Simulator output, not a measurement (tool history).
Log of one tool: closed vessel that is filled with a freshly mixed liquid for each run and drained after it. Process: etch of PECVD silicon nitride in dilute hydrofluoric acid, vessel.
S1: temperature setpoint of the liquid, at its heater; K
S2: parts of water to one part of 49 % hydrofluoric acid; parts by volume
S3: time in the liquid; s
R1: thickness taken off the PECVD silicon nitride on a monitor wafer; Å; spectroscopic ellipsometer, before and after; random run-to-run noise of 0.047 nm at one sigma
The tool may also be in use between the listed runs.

Run 1, hour 0: S1 299.15 K, S2 215 parts by volume, S3 440 s. Result: R1 120.47 Å.
Run 2, hour 3: S1 299.15 K, S2 215 parts by volume, S3 440 s. Result: R1 122.34 Å.
Run 3, hour 6.6: S1 296.65 K, S2 225 parts by volume, S3 440 s. Result: R1 100.91 Å.
Run 4, hour 10.5: S1 294.65 K, S2 225 parts by volume, S3 440 s. Result: R1 89.094 Å.
Run 5, hour 17: S1 293.15 K, S2 225 parts by volume, S3 440 s. Result: R1 79.94 Å.
Run 6, hour 23.1: S1 293.15 K, S2 225 parts by volume, S3 315 s. Result: R1 57.637 Å.
Run 7, hour 27.6: S1 293.65 K, S2 225 parts by volume, S3 315 s. Result: R1 59.654 Å.
Run 8, hour 33.8: S1 294.15 K, S2 225 parts by volume, S3 315 s. Result: R1 60.866 Å.
Run 9, hour 40.9: S1 294.65 K, S2 225 parts by volume, S3 315 s. Result: R1 62.665 Å.

What will run 10 give?
Run 10, hour 45.9: S1 295.15 K, S2 225 parts by volume, S3 315 s. Result: R1 ?.

Run 10 yielded R1 65.013 Å.
